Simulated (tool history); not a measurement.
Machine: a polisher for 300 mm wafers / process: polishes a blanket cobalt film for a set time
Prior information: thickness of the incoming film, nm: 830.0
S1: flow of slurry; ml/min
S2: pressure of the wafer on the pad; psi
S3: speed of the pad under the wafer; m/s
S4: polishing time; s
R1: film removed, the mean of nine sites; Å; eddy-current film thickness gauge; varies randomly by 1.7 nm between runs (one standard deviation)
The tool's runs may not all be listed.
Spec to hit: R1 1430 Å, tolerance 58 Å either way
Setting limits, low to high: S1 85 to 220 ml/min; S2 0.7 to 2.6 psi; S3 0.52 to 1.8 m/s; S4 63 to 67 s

run  hour   S1   S2    S3  S4      R1
  1     0  140  1.6  1.16  63    3437
  2   1.3  170  1.6  1.16  63    3405
  3   3.3  170  1.3  1.16  63  2878.1
  4     4  170  1.2  1.08  63  2525.5
      4.9  -- worn pad replaced by a new one
  5   4.9  170  1.2  1.08  63    2680
  6  12.7  155  1.1  0.96  63  2149.5
  7  16.9  115  0.7  0.88  63  1255.2
  8  17.8  120  0.7  0.88  63  1277.2
  9  22.9  125  0.7  0.88  63  1326.6
 10  25.3  130  0.7  0.88  63  1304.8
 11  33.9  135  0.7  0.88  63  1325.1
 12  36.7  140  0.7  0.88  63  1332.8

Consider the 4 candidate settings below. Which is the only one whose results all fall within their allowed miss of target?
  A  39.5  100  0.7   0.9  63   ?
  B  39.5  145  0.8   0.8  67   ?
  C  39.5  145  0.7  0.84  63   ?
  D  39.5  145  0.7  0.86  63   ?

move      R1
   A    1255
   B  1449.1
   C    1279
   D  1308.2
A: lands further from the targets than the last run did
B: every result lands within tolerance
C: lands further from the targets than the last run did
D: lands further from the targets than the last run did
Move B is the one to make.

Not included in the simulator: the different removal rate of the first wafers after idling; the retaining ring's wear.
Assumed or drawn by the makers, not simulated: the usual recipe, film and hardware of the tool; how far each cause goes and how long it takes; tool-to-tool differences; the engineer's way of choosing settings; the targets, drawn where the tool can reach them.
